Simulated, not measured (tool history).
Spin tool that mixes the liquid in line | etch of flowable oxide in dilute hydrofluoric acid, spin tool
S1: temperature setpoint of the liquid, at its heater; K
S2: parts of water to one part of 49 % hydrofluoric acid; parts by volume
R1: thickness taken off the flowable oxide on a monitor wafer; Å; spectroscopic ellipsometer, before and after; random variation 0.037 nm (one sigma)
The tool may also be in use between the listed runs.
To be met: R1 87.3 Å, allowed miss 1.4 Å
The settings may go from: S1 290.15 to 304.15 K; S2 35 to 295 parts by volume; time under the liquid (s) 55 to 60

{"run": 1, "hour": 0.0, "S1": 296.15, "S2": 165, "time under the liquid (s)": 55, "R1": 82.42}
{"run": 2, "hour": 4.0, "S1": 296.15, "S2": 220, "time under the liquid (s)": 55, "R1": 58.351}
{"run": 3, "hour": 6.2, "S1": 298.15, "S2": 215, "time under the liquid (s)": 55, "R1": 64.42}
{"run": 4, "hour": 9.9, "S1": 299.65, "S2": 210, "time under the liquid (s)": 55, "R1": 69.692}
{"run": 5, "hour": 10.5, "S1": 297.65, "S2": 210, "time under the liquid (s)": 55, "R1": 65.631}
{"run": 6, "hour": 15.9, "S1": 297.65, "S2": 210, "time under the liquid (s)": 60, "R1": 71.07}
{"run": 7, "hour": 18.6, "S1": 299.15, "S2": 210, "time under the liquid (s)": 60, "R1": 75.371}
{"run": 8, "hour": 27.3, "S1": 300.65, "S2": 210, "time under the liquid (s)": 60, "R1": 78.495}
{"run": 9, "hour": 35.6, "S1": 301.65, "S2": 210, "time under the liquid (s)": 60, "R1": 81.075}
{"run": 10, "hour": 41.6, "S1": 302.15, "S2": 210, "time under the liquid (s)": 60, "R1": 83.048}
{"run": 11, "hour": 43.6, "S1": 302.65, "S2": 210, "time under the liquid (s)": 60, "R1": 84.632}

5 next moves are on the table. One of them brings every result within its allowed miss. Which?
{"run": "A", "hour": 45.6, "S1": 301.65, "S2": 185, "time under the liquid (s)": 55, "R1": "?"}
{"run": "B", "hour": 45.6, "S1": 299.15, "S2": 200, "time under the liquid (s)": 60, "R1": "?"}
{"run": "C", "hour": 45.6, "S1": 302.15, "S2": 210, "time under the liquid (s)": 60, "R1": "?"}
{"run": "D", "hour": 45.6, "S1": 303.65, "S2": 225, "time under the liquid (s)": 60, "R1": "?"}
{"run": "E", "hour": 45.6, "S1": 302.15, "S2": 200, "time under the liquid (s)": 55, "R1": "?"}

move=A R1=87.436
move=B R1=79.321
move=C R1=82.917
move=D R1=79.932
move=E R1=80.789
A: meets every target
B: further off than the last run
C: further off than the last run
D: further off than the last run
E: further off than the last run
The right move is A.
